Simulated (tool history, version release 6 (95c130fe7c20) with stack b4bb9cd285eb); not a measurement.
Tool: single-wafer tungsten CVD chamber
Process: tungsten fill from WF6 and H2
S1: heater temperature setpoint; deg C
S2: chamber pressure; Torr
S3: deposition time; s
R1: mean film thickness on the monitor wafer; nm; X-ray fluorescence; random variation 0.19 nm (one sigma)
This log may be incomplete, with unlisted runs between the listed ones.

| run | hour | S1 | S2 | S3 | R1 |
|---|---|---|---|---|---|
| 1 | 0 | 385 | 41.8 | 22.4 | 59.525 |
| 2 | 7.5 | 385 | 45 | 22.4 | 61.274 |
| 3 | 14.4 | 382 | 44.9 | 22.4 | 58.949 |
| 4 | 17.5 | 382 | 44.9 | 22.4 | 58.768 |
| 5 | 19.5 | 379 | 44.8 | 22.4 | 55.271 |
| 6 | 27.7 | 377 | 44.7 | 22.4 | 53.769 |
| 7 | 32.5 | 375 | 44.6 | 22.4 | 51.708 |

What does the tool deliver on the next run?
| 8 | 40.6 | 373 | 44.6 | 22.4 | ? |

{"run 8": {"R1": 50.1}}
